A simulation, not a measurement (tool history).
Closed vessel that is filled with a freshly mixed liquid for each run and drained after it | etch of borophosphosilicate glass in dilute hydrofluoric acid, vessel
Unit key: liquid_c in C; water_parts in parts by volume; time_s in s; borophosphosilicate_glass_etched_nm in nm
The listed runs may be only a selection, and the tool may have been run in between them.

run,hour,liquid_c,water_parts,time_s,borophosphosilicate_glass_etched_nm
1,0.0,21.0,200,100,15.994
2,8.8,21.0,200,110,17.416
3,14.0,20.5,210,110,16.330
4,22.7,20.0,220,110,15.092
5,28.3,20.0,220,110,15.071
6,30.8,20.0,220,110,15.062
7,39.6,19.5,230,110,13.919
8,48.4,19.5,230,110,13.923

What does the tool deliver on the next run?
9,51.4,19.5,240,110,?

{"run 9": {"borophosphosilicate_glass_etched_nm": 13.545}}
